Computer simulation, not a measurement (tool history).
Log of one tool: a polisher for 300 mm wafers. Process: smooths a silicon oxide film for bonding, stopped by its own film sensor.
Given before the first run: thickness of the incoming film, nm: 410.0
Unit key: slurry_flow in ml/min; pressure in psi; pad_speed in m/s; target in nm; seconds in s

run,day,slurry_flow,pressure,pad_speed,slurry_solids,target,seconds
1,0.000,280,2.5,0.88,1.0,339,69.912
2,0.262,280,2.3,0.88,1.0,339,74.975
3,0.471,225,2.3,0.88,1.0,339,78.442
4,0.721,225,2.2,0.88,1.0,339,82.042
5,0.788,225,2.1,0.88,1.0,339,84.848
6,0.933,225,2.0,0.88,1.0,339,88.494
7,1.279,225,1.9,0.88,1.0,339,94.329

Run 8, settings as shown, results not yet in. Your forecast:
8,1.642,225,1.8,0.88,1.0,339,?

Logged for run 8: seconds 99.446 s.
